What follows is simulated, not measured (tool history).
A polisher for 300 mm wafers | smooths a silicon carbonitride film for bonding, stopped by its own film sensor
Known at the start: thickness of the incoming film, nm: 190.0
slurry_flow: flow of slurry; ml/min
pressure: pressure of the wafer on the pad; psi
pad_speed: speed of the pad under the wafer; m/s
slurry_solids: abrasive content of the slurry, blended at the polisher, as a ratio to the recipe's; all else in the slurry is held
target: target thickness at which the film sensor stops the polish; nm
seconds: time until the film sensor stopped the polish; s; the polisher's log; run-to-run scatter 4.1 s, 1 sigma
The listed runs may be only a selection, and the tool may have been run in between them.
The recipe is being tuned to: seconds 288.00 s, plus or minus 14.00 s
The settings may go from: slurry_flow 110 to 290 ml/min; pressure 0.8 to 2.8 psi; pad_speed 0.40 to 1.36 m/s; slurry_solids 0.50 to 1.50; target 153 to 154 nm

{"run": 1, "hour": 0.0, "slurry_flow": 185, "pressure": 1.8, "pad_speed": 0.88, "slurry_solids": 1.0, "target": 154, "seconds": 195.93}
{"run": 2, "hour": 0.5, "slurry_flow": 185, "pressure": 1.8, "pad_speed": 0.96, "slurry_solids": 1.0, "target": 154, "seconds": 180.89}
{"run": 3, "hour": 1.5, "slurry_flow": 185, "pressure": 1.8, "pad_speed": 0.96, "slurry_solids": 0.9, "target": 154, "seconds": 187.47}
{"run": 4, "hour": 9.3, "slurry_flow": 185, "pressure": 1.4, "pad_speed": 0.96, "slurry_solids": 0.9, "target": 154, "seconds": 236.58}
{"run": 5, "hour": 10.8, "slurry_flow": 185, "pressure": 1.8, "pad_speed": 0.96, "slurry_solids": 0.9, "target": 154, "seconds": 189.42}
{"run": 6, "hour": 18.5, "slurry_flow": 185, "pressure": 1.6, "pad_speed": 0.94, "slurry_solids": 0.9, "target": 154, "seconds": 216.31}
{"run": 7, "hour": 25.9, "slurry_flow": 185, "pressure": 1.5, "pad_speed": 0.94, "slurry_solids": 0.9, "target": 154, "seconds": 230.48}
{"run": 8, "hour": 33.3, "slurry_flow": 185, "pressure": 1.4, "pad_speed": 0.94, "slurry_solids": 0.9, "target": 154, "seconds": 240.06}
{"run": 9, "hour": 39.2, "slurry_flow": 185, "pressure": 1.0, "pad_speed": 0.92, "slurry_solids": 0.9, "target": 154, "seconds": 335.58}
{"run": 10, "hour": 46.9, "slurry_flow": 185, "pressure": 1.1, "pad_speed": 0.92, "slurry_solids": 0.9, "target": 154, "seconds": 310.19}

Of the 5 settings listed for the next run, only one would bring every result within its allowed miss of target. Which one?
{"run": "A", "hour": 54.6, "slurry_flow": 200, "pressure": 0.9, "pad_speed": 0.96, "slurry_solids": 0.95, "target": 154, "seconds": "?"}
{"run": "B", "hour": 54.6, "slurry_flow": 190, "pressure": 0.9, "pad_speed": 1.02, "slurry_solids": 0.95, "target": 154, "seconds": "?"}
{"run": "C", "hour": 54.6, "slurry_flow": 200, "pressure": 1.0, "pad_speed": 0.88, "slurry_solids": 0.9, "target": 153, "seconds": "?"}
{"run": "D", "hour": 54.6, "slurry_flow": 200, "pressure": 1.0, "pad_speed": 1.1, "slurry_solids": 0.95, "target": 154, "seconds": "?"}
{"run": "E", "hour": 54.6, "slurry_flow": 165, "pressure": 1.1, "pad_speed": 0.9, "slurry_solids": 0.85, "target": 154, "seconds": "?"}

move=A seconds=347.01
move=B seconds=333.09
move=C seconds=352.84
move=D seconds=282.27
move=E seconds=324.01
A: further off than the last run
B: further off than the last run
C: further off than the last run
D: every result lands within tolerance
E: further off than the last run
D meets every target.
